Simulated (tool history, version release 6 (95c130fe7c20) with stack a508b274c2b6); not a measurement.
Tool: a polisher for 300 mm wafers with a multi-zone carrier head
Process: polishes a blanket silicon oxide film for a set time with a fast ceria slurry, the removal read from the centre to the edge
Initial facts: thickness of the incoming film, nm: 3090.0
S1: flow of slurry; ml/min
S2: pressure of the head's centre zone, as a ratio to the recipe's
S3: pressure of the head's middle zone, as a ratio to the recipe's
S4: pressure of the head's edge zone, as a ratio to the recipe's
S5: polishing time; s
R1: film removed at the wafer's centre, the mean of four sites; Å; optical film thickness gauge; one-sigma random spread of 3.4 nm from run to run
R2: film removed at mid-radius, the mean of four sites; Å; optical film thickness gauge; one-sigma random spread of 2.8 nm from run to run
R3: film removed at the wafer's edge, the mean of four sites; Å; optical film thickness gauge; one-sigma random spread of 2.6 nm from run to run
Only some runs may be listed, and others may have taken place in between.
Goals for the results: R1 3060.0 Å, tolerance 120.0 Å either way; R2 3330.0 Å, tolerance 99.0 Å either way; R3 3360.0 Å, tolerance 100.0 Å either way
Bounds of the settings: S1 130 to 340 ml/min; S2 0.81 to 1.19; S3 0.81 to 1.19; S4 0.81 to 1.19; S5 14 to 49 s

| run | day | S1 | S2 | S3 | S4 | S5 | R1 | R2 | R3 |
|---|---|---|---|---|---|---|---|---|---|
| 1 | 0.000 | 220 | 1.00 | 1.00 | 1.00 | 31 | 4496.3 | 4651.6 | 4399.6 |
| 2 | 0.025 | 220 | 1.00 | 0.96 | 1.00 | 31 | 4532.8 | 4589.8 | 4461.8 |
| 3 | 0.171 | 210 | 0.97 | 0.94 | 0.98 | 29 | 4070.2 | 4135.3 | 4141.4 |
| 4 | 0.429 | 180 | 0.97 | 0.94 | 0.98 | 29 | 3985.2 | 4103.7 | 4077.7 |
| 5 | 0.558 | 225 | 0.97 | 0.94 | 0.98 | 29 | 4079.5 | 4191.0 | 4187.3 |
| 6 | 0.838 | 225 | 0.97 | 0.94 | 1.02 | 29 | 4058.3 | 4163.9 | 4228.4 |
| 7 | 1.096 | 215 | 0.95 | 0.94 | 1.00 | 28 | 3849.2 | 3995.0 | 4020.8 |
| 8 | 1.396 | 210 | 0.93 | 0.93 | 0.98 | 27 | 3553.8 | 3845.7 | 3854.1 |
| 9 | 1.517 | 205 | 0.92 | 0.92 | 0.96 | 26 | 3534.3 | 3669.0 | 3626.2 |
| 10 | 1.708 | 175 | 0.82 | 0.89 | 0.98 | 24 | 2760.5 | 3219.2 | 3308.9 |
| 11 | 2.079 | 185 | 0.83 | 0.89 | 0.97 | 24 | 2799.5 | 3224.2 | 3332.0 |
| 12 | 2.233 | 185 | 0.83 | 0.89 | 0.97 | 24 | 2848.5 | 3248.5 | 3401.5 |
|  | 2.338 | edge zone pressure recalibrated |
| 13 | 2.338 | 210 | 0.90 | 0.91 | 0.93 | 24 | 3095.3 | 3334.9 | 3497.7 |
| 14 | 2.662 | 200 | 0.90 | 0.92 | 0.93 | 24 | 3051.2 | 3344.0 | 3448.3 |

Which one of the following 5 next-run settings gets every result inside its allowed miss? There is exactly one.
| A | 2.988 | 185 | 0.94 | 0.98 | 0.97 | 23 | ? | ? | ? |
| B | 2.988 | 160 | 0.98 | 0.93 | 1.09 | 24 | ? | ? | ? |
| C | 2.988 | 220 | 0.85 | 0.82 | 0.94 | 25 | ? | ? | ? |
| D | 2.988 | 210 | 0.86 | 0.89 | 0.94 | 23 | ? | ? | ? |
| E | 2.988 | 280 | 0.81 | 0.84 | 0.92 | 25 | ? | ? | ? |

| move | R1 | R2 | R3 |
|---|---|---|---|
| A | 3060.3 | 3364.6 | 3362.8 |
| B | 3250.9 | 3306.7 | 3620.5 |
| C | 3078.4 | 3292.9 | 3679.5 |
| D | 2848.8 | 3191.8 | 3367.9 |
| E | 3019.9 | 3439.9 | 3722.9 |
A: each result inside its tolerance
B: misses by more than the last run did
C: misses by more than the last run did
D: puts the biggest miss on target and leaves a different result outside tolerance
E: misses by more than the last run did
Answer: A
